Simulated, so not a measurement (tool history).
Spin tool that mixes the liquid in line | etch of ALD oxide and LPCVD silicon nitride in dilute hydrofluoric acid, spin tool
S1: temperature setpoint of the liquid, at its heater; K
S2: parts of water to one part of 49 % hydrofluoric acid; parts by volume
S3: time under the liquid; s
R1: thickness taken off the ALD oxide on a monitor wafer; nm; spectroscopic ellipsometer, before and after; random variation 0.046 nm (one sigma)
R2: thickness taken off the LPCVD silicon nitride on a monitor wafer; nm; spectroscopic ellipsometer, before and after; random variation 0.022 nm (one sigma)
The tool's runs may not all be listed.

{"run": 1, "hour": 0.0, "S1": 293.15, "S2": 80, "S3": 65, "R1": 7.6627, "R2": 0.29217}
{"run": 2, "hour": 1.0, "S1": 293.15, "S2": 55, "S3": 65, "R1": 11.322, "R2": 0.42642}
{"run": 3, "hour": 9.8, "S1": 293.15, "S2": 40, "S3": 65, "R1": 16.251, "R2": 0.61608}
{"run": 4, "hour": 18.8, "S1": 292.65, "S2": 55, "S3": 65, "R1": 11.23, "R2": 0.43165}
{"run": 5, "hour": 21.2, "S1": 292.65, "S2": 70, "S3": 65, "R1": 8.7944, "R2": 0.31963}
{"run": 6, "hour": 22.8, "S1": 292.15, "S2": 75, "S3": 65, "R1": 7.8331, "R2": 0.3657}
{"run": 7, "hour": 26.0, "S1": 292.65, "S2": 85, "S3": 65, "R1": 6.8786, "R2": 0.2902}

Run 8 comes next. What will it give?
{"run": 8, "hour": 28.0, "S1": 292.15, "S2": 90, "S3": 65, "R1": "?", "R2": "?"}

R1: 6.3919 nm
R2: 0.23793 nm
